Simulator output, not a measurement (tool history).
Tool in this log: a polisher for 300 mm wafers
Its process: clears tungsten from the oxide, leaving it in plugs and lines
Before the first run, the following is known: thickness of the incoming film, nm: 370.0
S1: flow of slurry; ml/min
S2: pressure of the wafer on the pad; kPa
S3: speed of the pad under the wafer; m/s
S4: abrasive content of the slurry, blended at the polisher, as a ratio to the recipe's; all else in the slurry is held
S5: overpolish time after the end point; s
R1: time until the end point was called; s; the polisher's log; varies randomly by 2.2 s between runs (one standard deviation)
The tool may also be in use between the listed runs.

{"run": 1, "hour": 0.0, "S1": 240, "S2": 22.1, "S3": 0.82, "S4": 1.0, "S5": 34, "R1": 96.336}
{"run": 2, "hour": 6.2, "S1": 240, "S2": 22.1, "S3": 0.82, "S4": 1.15, "S5": 34, "R1": 93.564}
{"run": 3, "hour": 7.6, "S1": 240, "S2": 20.0, "S3": 0.82, "S4": 1.15, "S5": 34, "R1": 102.64}
{"run": 4, "hour": 9.4, "S1": 270, "S2": 20.0, "S3": 0.82, "S4": 1.15, "S5": 34, "R1": 101.57}
{"run": 5, "hour": 12.8, "S1": 270, "S2": 18.6, "S3": 0.82, "S4": 1.15, "S5": 34, "R1": 108.79}
{"run": 6, "hour": 19.9, "S1": 270, "S2": 18.6, "S3": 0.82, "S4": 1.15, "S5": 37, "R1": 106.76}
{"hour": 26.6, "done": "head pressure recalibrated"}
{"run": 7, "hour": 26.6, "S1": 270, "S2": 17.2, "S3": 0.82, "S4": 1.15, "S5": 37, "R1": 130.6}
{"run": 8, "hour": 31.1, "S1": 265, "S2": 17.2, "S3": 0.82, "S4": 1.15, "S5": 37, "R1": 128.7}
{"run": 9, "hour": 33.9, "S1": 260, "S2": 17.2, "S3": 0.82, "S4": 1.15, "S5": 37, "R1": 127.51}

Expected results for the next run?
{"run": 10, "hour": 38.3, "S1": 255, "S2": 17.2, "S3": 0.82, "S4": 1.15, "S5": 37, "R1": "?"}

Run 10 came out at R1 127.260 s.
